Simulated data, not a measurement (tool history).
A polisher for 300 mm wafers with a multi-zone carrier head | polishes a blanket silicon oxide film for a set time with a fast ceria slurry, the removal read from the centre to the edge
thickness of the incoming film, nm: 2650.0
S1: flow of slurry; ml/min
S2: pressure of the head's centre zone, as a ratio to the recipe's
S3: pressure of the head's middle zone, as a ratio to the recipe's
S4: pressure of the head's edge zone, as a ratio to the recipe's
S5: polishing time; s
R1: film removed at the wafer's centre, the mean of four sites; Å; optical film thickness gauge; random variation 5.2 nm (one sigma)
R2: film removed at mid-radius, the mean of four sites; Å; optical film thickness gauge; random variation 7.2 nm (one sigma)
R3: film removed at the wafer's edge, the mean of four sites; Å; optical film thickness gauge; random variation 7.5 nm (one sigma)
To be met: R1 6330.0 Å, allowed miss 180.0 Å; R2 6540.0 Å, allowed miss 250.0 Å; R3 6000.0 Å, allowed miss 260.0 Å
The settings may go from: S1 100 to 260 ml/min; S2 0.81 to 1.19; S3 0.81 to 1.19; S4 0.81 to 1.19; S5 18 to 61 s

Run 1, hour 0.0: S1 165 ml/min, S2 1.00, S3 1.00, S4 1.00, S5 39 s. Result: R1 10413.0 Å, R2 10302.0 Å, R3 9812.3 Å.
Run 2, hour 1.8: S1 165 ml/min, S2 1.00, S3 0.96, S4 1.00, S5 39 s. Result: R1 10342.0 Å, R2 10047.0 Å, R3 10125.0 Å.
Run 3, hour 8.7: S1 165 ml/min, S2 1.00, S3 0.96, S4 0.95, S5 39 s. Result: R1 10238.0 Å, R2 10001.0 Å, R3 9835.8 Å.
Run 4, hour 11.3: S1 165 ml/min, S2 0.93, S3 0.96, S4 0.95, S5 39 s. Result: R1 9570.4 Å, R2 10018.0 Å, R3 9751.9 Å.
Run 5, hour 14.3: S1 160 ml/min, S2 0.94, S3 0.97, S4 0.92, S5 34 s. Result: R1 8306.9 Å, R2 8698.1 Å, R3 8410.2 Å.
Run 6, hour 22.9: S1 160 ml/min, S2 0.87, S3 0.97, S4 0.92, S5 34 s. Result: R1 7828.9 Å, R2 8792.6 Å, R3 8453.6 Å.
Run 7, hour 24.4: S1 160 ml/min, S2 0.90, S3 0.98, S4 0.89, S5 31 s. Result: R1 7393.5 Å, R2 7930.9 Å, R3 7569.8 Å.
Run 8, hour 25.0: S1 155 ml/min, S2 0.91, S3 0.99, S4 0.87, S5 29 s. Result: R1 6895.0 Å, R2 7592.2 Å, R3 7081.3 Å.
Run 9, hour 29.2: S1 155 ml/min, S2 0.91, S3 0.99, S4 0.87, S5 29 s. Result: R1 7008.5 Å, R2 7577.1 Å, R3 6980.5 Å.
Run 10, hour 32.6: S1 145 ml/min, S2 0.92, S3 0.98, S4 0.85, S5 28 s. Result: R1 6698.6 Å, R2 7214.6 Å, R3 6670.8 Å.
Run 11, hour 33.4: S1 135 ml/min, S2 0.93, S3 0.97, S4 0.84, S5 28 s. Result: R1 6638.4 Å, R2 7153.3 Å, R3 6580.6 Å.
At hour 38.5: edge zone pressure recalibrated.
Run 12, hour 38.5: S1 120 ml/min, S2 0.97, S3 0.94, S4 0.81, S5 25 s. Result: R1 6198.9 Å, R2 6120.0 Å, R3 6079.5 Å.
Run 13, hour 46.5: S1 125 ml/min, S2 0.97, S3 0.96, S4 0.81, S5 25 s. Result: R1 6165.2 Å, R2 6182.3 Å, R3 6072.6 Å.

5 next moves are on the table. One of them brings every result within its allowed miss. Which?
Run A, hour 54.5: S1 120 ml/min, S2 0.94, S3 0.94, S4 0.82, S5 24 s. Result: R1 ?, R2 ?, R3 ?.
Run B, hour 54.5: S1 160 ml/min, S2 0.99, S3 1.02, S4 0.81, S5 24 s. Result: R1 ?, R2 ?, R3 ?.
Run C, hour 54.5: S1 120 ml/min, S2 0.92, S3 0.96, S4 0.96, S5 25 s. Result: R1 ?, R2 ?, R3 ?.
Run D, hour 54.5: S1 100 ml/min, S2 1.03, S3 0.88, S4 0.83, S5 25 s. Result: R1 ?, R2 ?, R3 ?.
Run E, hour 54.5: S1 160 ml/min, S2 0.88, S3 0.94, S4 0.89, S5 26 s. Result: R1 ?, R2 ?, R3 ?.

move      R1      R2      R3
   A  5778.0  5878.0  5815.9
   B  6311.8  6495.6  5911.3
   C  5890.5  6231.2  6507.7
   D  6447.0  5677.6  6008.7
   E  6068.8  6572.6  6686.0
A: further off than the last run
B: meets every target
C: further off than the last run
D: further off than the last run
E: brings the result that was furthest off to its target, and leaves another outside
Answer: B

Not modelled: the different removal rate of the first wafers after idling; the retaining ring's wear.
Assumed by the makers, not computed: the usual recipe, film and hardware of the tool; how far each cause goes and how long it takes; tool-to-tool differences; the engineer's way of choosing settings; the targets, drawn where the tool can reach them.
